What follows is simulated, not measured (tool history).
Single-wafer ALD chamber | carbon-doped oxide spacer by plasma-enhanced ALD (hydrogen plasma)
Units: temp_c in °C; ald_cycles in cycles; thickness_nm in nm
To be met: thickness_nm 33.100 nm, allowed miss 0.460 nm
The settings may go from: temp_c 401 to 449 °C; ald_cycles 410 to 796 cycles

run	hour	temp_c	ald_cycles	thickness_nm
1	0.0	425	603	26.684
2	8.3	421	624	28.213
3	17.2	415	624	28.810
4	23.3	413	636	29.411
5	26.2	418	636	29.093
6	30.2	413	636	29.643
7	37.7	413	636	29.429
8	45.5	411	648	30.309
9	46.9	409	656	30.815
# hour 48.5: thermocouple changed; heater temperature recalibrated
10	48.5	408	663	31.027

4 next moves are on the table. One of them brings every result within its allowed miss. Which?
A	50.1	411	698	?
B	50.1	402	672	?
C	50.1	403	719	?
D	50.1	407	708	?

move	thickness_nm
A	32.001
B	31.680
C	33.884
D	32.913
A: nearer than the last run, and not there yet
B: nearer than the last run, and not there yet
C: takes the result that was furthest off past its target
D: meets every target
Move D is the one to make.

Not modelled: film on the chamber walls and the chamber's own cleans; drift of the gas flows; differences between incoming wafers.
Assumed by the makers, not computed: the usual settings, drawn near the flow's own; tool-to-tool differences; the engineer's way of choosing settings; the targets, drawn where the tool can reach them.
